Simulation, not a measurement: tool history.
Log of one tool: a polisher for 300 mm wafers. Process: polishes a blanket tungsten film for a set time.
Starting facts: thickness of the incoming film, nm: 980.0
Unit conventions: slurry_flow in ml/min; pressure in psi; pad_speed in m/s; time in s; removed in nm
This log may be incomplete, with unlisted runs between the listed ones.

| run | hour | slurry_flow | pressure | pad_speed | slurry_solids | time | removed |
|---|---|---|---|---|---|---|---|
| 1 | 0 | 265 | 2.5 | 1.18 | 1 | 32 | 103.61 |
| 2 | 1.6 | 265 | 2.2 | 1.08 | 1 | 32 | 84.882 |
| 3 | 8.9 | 265 | 2.2 | 1.08 | 0.9 | 32 | 82.114 |
| 4 | 14.3 | 265 | 2.2 | 1.08 | 1.05 | 32 | 86.067 |
| 5 | 20.6 | 265 | 1.7 | 1.08 | 1.05 | 32 | 67.248 |
| 6 | 22.5 | 265 | 1.7 | 1.08 | 1.05 | 28 | 58.565 |
| 7 | 30.9 | 265 | 1.6 | 1.04 | 1.05 | 28 | 53.193 |

Run 8 is up next; what results do you expect?
| 8 | 33.2 | 265 | 1.5 | 1.02 | 1.05 | 28 | ? |

Run 8 produced removed 48.55 nm.
